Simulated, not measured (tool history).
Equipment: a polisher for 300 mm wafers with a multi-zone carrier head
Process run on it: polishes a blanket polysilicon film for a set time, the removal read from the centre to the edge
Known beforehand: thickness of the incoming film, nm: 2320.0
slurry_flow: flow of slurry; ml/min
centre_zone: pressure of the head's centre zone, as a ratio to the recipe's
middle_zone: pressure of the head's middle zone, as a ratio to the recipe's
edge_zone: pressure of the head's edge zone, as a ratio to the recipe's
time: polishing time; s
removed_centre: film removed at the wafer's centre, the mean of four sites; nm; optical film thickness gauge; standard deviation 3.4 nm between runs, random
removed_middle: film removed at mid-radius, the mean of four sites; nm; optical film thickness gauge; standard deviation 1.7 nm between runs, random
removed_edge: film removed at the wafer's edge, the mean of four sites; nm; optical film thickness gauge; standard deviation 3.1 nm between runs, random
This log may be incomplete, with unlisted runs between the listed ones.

run 1 hour=0 | slurry_flow=195 centre_zone=1 middle_zone=1 edge_zone=1 time=85 | removed_centre=293.74 removed_middle=304.61 removed_edge=319.5
run 2 hour=4.2 | slurry_flow=195 centre_zone=1 middle_zone=0.93 edge_zone=1 time=85 | removed_centre=291.66 removed_middle=287.93 removed_edge=313.28
run 3 hour=9.5 | slurry_flow=190 centre_zone=1.03 middle_zone=0.9 edge_zone=1.01 time=85 | removed_centre=299.72 removed_middle=278.74 removed_edge=310.69
run 4 hour=18.1 | slurry_flow=190 centre_zone=1.03 middle_zone=0.9 edge_zone=0.98 time=85 | removed_centre=298.94 removed_middle=278.57 removed_edge=308.86
run 5 hour=24.1 | slurry_flow=235 centre_zone=1.03 middle_zone=0.9 edge_zone=0.98 time=85 | removed_centre=318.65 removed_middle=292.2 removed_edge=319.1
run 6 hour=27.3 | slurry_flow=235 centre_zone=1.1 middle_zone=0.9 edge_zone=0.98 time=85 | removed_centre=331.04 removed_middle=288.27 removed_edge=319.66
run 7 hour=28.5 | slurry_flow=220 centre_zone=1.11 middle_zone=0.89 edge_zone=0.99 time=85 | removed_centre=329.9 removed_middle=286.53 removed_edge=321.64

What does the tool deliver on the next run?
run 8 hour=34 | slurry_flow=205 centre_zone=1.11 middle_zone=0.87 edge_zone=0.99 time=85 | removed_centre=? removed_middle=? removed_edge=?

removed_centre: 326.63 nm
removed_middle: 274.74 nm
removed_edge: 315.41 nm

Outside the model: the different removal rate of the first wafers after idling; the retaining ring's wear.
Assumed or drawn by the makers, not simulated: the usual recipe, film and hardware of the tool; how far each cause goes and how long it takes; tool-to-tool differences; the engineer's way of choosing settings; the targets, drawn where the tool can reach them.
